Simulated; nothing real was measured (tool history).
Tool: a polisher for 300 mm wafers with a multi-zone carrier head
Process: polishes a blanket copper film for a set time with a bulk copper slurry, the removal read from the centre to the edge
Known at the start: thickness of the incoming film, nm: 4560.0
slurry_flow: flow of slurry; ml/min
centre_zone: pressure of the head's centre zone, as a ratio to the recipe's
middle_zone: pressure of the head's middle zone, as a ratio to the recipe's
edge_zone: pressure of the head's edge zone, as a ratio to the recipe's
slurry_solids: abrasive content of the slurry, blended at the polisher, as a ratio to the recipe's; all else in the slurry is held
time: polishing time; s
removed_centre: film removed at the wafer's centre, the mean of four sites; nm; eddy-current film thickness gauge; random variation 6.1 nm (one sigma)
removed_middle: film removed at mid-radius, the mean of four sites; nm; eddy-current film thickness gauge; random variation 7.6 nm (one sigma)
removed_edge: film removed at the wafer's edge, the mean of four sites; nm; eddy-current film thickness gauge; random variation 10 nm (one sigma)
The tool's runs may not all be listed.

| run | hour | slurry_flow | centre_zone | middle_zone | edge_zone | slurry_solids | time | removed_centre | removed_middle | removed_edge |
|---|---|---|---|---|---|---|---|---|---|---|
| 1 | 0 | 125 | 1 | 1 | 1 | 1 | 66 | 1063.2 | 1033.1 | 1043.5 |
| 2 | 2.1 | 115 | 0.95 | 0.95 | 1 | 0.95 | 66 | 965.32 | 960.09 | 1019.8 |
| 3 | 6.3 | 115 | 0.95 | 0.99 | 1 | 0.95 | 66 | 955.6 | 992.11 | 1027.3 |
| 4 | 11.6 | 105 | 0.92 | 0.94 | 1 | 0.9 | 66 | 887.8 | 913.94 | 1011.3 |
| 5 | 16.5 | 105 | 0.92 | 1.02 | 1 | 0.9 | 66 | 889.9 | 978.64 | 984.76 |
| 6 | 17.8 | 120 | 0.92 | 1.02 | 1 | 0.9 | 66 | 940.75 | 1006.8 | 1012.7 |
| 7 | 21.9 | 110 | 0.91 | 0.97 | 0.99 | 0.85 | 66 | 882.61 | 918.34 | 996.89 |
| 8 | 26 | 110 | 0.91 | 0.97 | 0.99 | 0.85 | 66 | 886.03 | 943.27 | 984.51 |
| 9 | 33.5 | 100 | 0.9 | 0.93 | 0.99 | 0.8 | 66 | 842.41 | 880.6 | 949.85 |

Run 10 comes next. What will it give?
| 10 | 37.1 | 95 | 0.89 | 0.9 | 1 | 0.8 | 66 | ? | ? | ? |

{"run 10": {"removed_centre": 807.97, "removed_middle": 844.81, "removed_edge": 945.61}}
